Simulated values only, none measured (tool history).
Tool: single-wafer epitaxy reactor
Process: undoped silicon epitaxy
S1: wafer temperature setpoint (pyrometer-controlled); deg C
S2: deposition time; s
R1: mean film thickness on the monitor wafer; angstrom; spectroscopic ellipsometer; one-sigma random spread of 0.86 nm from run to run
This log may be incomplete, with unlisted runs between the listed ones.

run    day   S1   S2      R1
  1      0  660  481  868.44
  2  0.133  660  441     794
  3  0.342  660  491  890.57
  4  0.508  651  491  697.39
  5  0.733  651  535  767.38
  6  0.771  654  536   820.3
  7  0.925  656  537   877.9
  8  1.162  658  537  914.21
  9  1.288  670  545  1253.8

Predict the results of run 10:
 10  1.654  679  547   ?

R1: 1550.9 angstrom
